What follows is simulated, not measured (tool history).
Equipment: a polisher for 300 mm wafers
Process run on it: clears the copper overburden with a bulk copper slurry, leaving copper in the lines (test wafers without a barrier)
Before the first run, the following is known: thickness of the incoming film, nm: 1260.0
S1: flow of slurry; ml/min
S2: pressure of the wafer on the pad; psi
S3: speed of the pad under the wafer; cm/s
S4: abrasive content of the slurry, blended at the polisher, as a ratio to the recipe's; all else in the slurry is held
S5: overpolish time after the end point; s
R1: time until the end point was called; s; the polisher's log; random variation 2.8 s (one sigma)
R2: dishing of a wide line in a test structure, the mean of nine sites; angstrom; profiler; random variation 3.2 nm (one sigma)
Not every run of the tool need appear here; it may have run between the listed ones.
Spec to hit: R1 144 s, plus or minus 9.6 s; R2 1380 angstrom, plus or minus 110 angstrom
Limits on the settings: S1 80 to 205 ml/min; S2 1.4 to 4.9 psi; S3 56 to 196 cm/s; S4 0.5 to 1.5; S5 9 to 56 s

Run 1, hour 0: S1 135 ml/min, S2 3.1 psi, S3 126 cm/s, S4 1, S5 29 s. Result: R1 91.114 s, R2 1390.9 angstrom.
Run 2, hour 8.8: S1 135 ml/min, S2 3.1 psi, S3 148 cm/s, S4 1, S5 29 s. Result: R1 77.638 s, R2 1451.8 angstrom.
Run 3, hour 10.9: S1 135 ml/min, S2 2.9 psi, S3 146 cm/s, S4 1, S5 32 s. Result: R1 83.646 s, R2 1442.3 angstrom.
Run 4, hour 16.1: S1 135 ml/min, S2 2.9 psi, S3 146 cm/s, S4 1, S5 38 s. Result: R1 82.706 s, R2 1567.7 angstrom.
Run 5, hour 17.4: S1 135 ml/min, S2 3.3 psi, S3 146 cm/s, S4 1, S5 38 s. Result: R1 76.476 s, R2 1614.9 angstrom.
Run 6, hour 22.9: S1 135 ml/min, S2 4 psi, S3 146 cm/s, S4 1, S5 38 s. Result: R1 61.85 s, R2 1759.2 angstrom.
Run 7, hour 29.7: S1 135 ml/min, S2 3.7 psi, S3 142 cm/s, S4 1, S5 39 s. Result: R1 65.68 s, R2 1715.1 angstrom.
Run 8, hour 35.9: S1 135 ml/min, S2 3.4 psi, S3 140 cm/s, S4 1, S5 40 s. Result: R1 75.932 s, R2 1655.2 angstrom.
Run 9, hour 40.1: S1 135 ml/min, S2 3.4 psi, S3 140 cm/s, S4 1, S5 40 s. Result: R1 72.852 s, R2 1706.5 angstrom.
Run 10, hour 44.6: S1 135 ml/min, S2 3.1 psi, S3 136 cm/s, S4 1, S5 40 s. Result: R1 85.385 s, R2 1607 angstrom.

Which one of the following 4 next-run settings gets every result inside its allowed miss? There is exactly one.
Run A, hour 49.1: S1 145 ml/min, S2 2.8 psi, S3 114 cm/s, S4 0.8, S5 37 s. Result: R1 ?, R2 ?.
Run B, hour 49.1: S1 155 ml/min, S2 4.1 psi, S3 196 cm/s, S4 1.05, S5 9 s. Result: R1 ?, R2 ?.
Run C, hour 49.1: S1 130 ml/min, S2 2.5 psi, S3 104 cm/s, S4 0.85, S5 48 s. Result: R1 ?, R2 ?.
Run D, hour 49.1: S1 115 ml/min, S2 3.9 psi, S3 176 cm/s, S4 1.15, S5 31 s. Result: R1 ?, R2 ?.

move      R1      R2
   A  117.99  1304.2
   B  43.339  1174.4
   C  144.03  1286.1
   D  52.366  1680.6
A: closer than the last run, but not yet in spec
B: misses by more than the last run did
C: in spec on every target
D: misses by more than the last run did
The move that meets every target is C.
